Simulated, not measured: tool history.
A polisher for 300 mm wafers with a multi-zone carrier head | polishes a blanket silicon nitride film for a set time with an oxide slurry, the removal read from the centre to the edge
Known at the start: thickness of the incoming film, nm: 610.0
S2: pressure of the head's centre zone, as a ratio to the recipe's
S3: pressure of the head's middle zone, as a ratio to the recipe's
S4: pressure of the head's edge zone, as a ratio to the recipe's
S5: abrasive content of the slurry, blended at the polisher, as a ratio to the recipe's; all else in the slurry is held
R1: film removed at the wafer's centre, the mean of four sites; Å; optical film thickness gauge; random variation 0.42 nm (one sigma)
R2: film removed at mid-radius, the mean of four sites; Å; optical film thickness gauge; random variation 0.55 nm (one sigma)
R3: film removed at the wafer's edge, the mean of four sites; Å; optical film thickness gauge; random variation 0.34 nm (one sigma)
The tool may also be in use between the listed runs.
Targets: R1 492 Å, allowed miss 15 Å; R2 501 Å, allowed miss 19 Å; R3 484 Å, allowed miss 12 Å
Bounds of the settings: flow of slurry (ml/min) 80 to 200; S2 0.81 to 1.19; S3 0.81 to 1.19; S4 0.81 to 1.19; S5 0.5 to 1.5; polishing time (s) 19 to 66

{"run": 1, "hour": 0.0, "flow of slurry (ml/min)": 130, "S2": 1, "S3": 1, "S4": 1, "S5": 1, "polishing time (s)": 42, "R1": 287.47, "R2": 293.89, "R3": 291.81}
{"run": 2, "hour": 3.8, "flow of slurry (ml/min)": 130, "S2": 1, "S3": 1, "S4": 1, "S5": 1, "polishing time (s)": 46, "R1": 311.06, "R2": 320.05, "R3": 323.54}
{"run": 3, "hour": 6.6, "flow of slurry (ml/min)": 145, "S2": 1.03, "S3": 1.04, "S4": 1.04, "S5": 1.15, "polishing time (s)": 47, "R1": 360.57, "R2": 354.62, "R3": 360.28}
{"run": 4, "hour": 7.7, "flow of slurry (ml/min)": 145, "S2": 1.03, "S3": 0.97, "S4": 1.04, "S5": 1.15, "polishing time (s)": 47, "R1": 357.95, "R2": 344.62, "R3": 361.9}
{"run": 5, "hour": 14.4, "flow of slurry (ml/min)": 145, "S2": 1.08, "S3": 0.97, "S4": 1.04, "S5": 1.15, "polishing time (s)": 47, "R1": 373.27, "R2": 339.51, "R3": 356.87}
{"run": 6, "hour": 18.7, "flow of slurry (ml/min)": 145, "S2": 1.05, "S3": 0.97, "S4": 1.04, "S5": 1.15, "polishing time (s)": 47, "R1": 362.21, "R2": 341.81, "R3": 363.09}
{"run": 7, "hour": 25.1, "flow of slurry (ml/min)": 155, "S2": 1.04, "S3": 1.03, "S4": 1.04, "S5": 1.25, "polishing time (s)": 49, "R1": 388.6, "R2": 398.29, "R3": 391.02}
{"run": 8, "hour": 25.6, "flow of slurry (ml/min)": 155, "S2": 1.04, "S3": 1.03, "S4": 1.04, "S5": 1.25, "polishing time (s)": 49, "R1": 396.1, "R2": 388.04, "R3": 389.01}
{"run": 9, "hour": 28.2, "flow of slurry (ml/min)": 160, "S2": 1.04, "S3": 1.07, "S4": 1.07, "S5": 1.35, "polishing time (s)": 50, "R1": 416.47, "R2": 423.92, "R3": 421.09}
{"run": 10, "hour": 36.7, "flow of slurry (ml/min)": 170, "S2": 1.05, "S3": 1.09, "S4": 1.09, "S5": 1.4, "polishing time (s)": 51, "R1": 441.72, "R2": 456.01, "R3": 438.34}
{"run": 11, "hour": 43.9, "flow of slurry (ml/min)": 175, "S2": 1.06, "S3": 1.09, "S4": 1.11, "S5": 1.45, "polishing time (s)": 52, "R1": 459.7, "R2": 464.69, "R3": 454.46}
{"run": 12, "hour": 46.2, "flow of slurry (ml/min)": 175, "S2": 1.06, "S3": 1.1, "S4": 1.11, "S5": 1.45, "polishing time (s)": 53, "R1": 468.01, "R2": 480.11, "R3": 470.81}
{"run": 13, "hour": 54.3, "flow of slurry (ml/min)": 180, "S2": 1.07, "S3": 1.1, "S4": 1.11, "S5": 1.45, "polishing time (s)": 53, "R1": 476.34, "R2": 486.51, "R3": 466.69}
{"run": 14, "hour": 57.6, "flow of slurry (ml/min)": 180, "S2": 1.07, "S3": 1.1, "S4": 1.12, "S5": 1.45, "polishing time (s)": 53, "R1": 476.53, "R2": 483.64, "R3": 467.74}

Which of these 5 next moves meets every target?
{"run": "A", "hour": 60.9, "flow of slurry (ml/min)": 180, "S2": 1.05, "S3": 1.14, "S4": 1.12, "S5": 1.5, "polishing time (s)": 52, "R1": "?", "R2": "?", "R3": "?"}
{"run": "B", "hour": 60.9, "flow of slurry (ml/min)": 200, "S2": 1.14, "S3": 1.13, "S4": 1, "S5": 1.4, "polishing time (s)": 51, "R1": "?", "R2": "?", "R3": "?"}
{"run": "C", "hour": 60.9, "flow of slurry (ml/min)": 180, "S2": 1.13, "S3": 1.06, "S4": 1.11, "S5": 1.5, "polishing time (s)": 52, "R1": "?", "R2": "?", "R3": "?"}
{"run": "D", "hour": 60.9, "flow of slurry (ml/min)": 200, "S2": 1.15, "S3": 1.11, "S4": 1.05, "S5": 1.45, "polishing time (s)": 51, "R1": "?", "R2": "?", "R3": "?"}
{"run": "E", "hour": 60.9, "flow of slurry (ml/min)": 185, "S2": 1.09, "S3": 1.13, "S4": 1.15, "S5": 1.5, "polishing time (s)": 53, "R1": "?", "R2": "?", "R3": "?"}

move=A R1=465.02 R2=495.84 R3=466.9
move=B R1=491.24 R2=477.59 R3=428.08
move=C R1=500.43 R2=465.7 R3=465.37
move=D R1=501.8 R2=476.23 R3=443.55
move=E R1=494.23 R2=503.36 R3=483.47
A: further off than the last run
B: further off than the last run
C: further off than the last run
D: further off than the last run
E: meets every target
The right move is E.
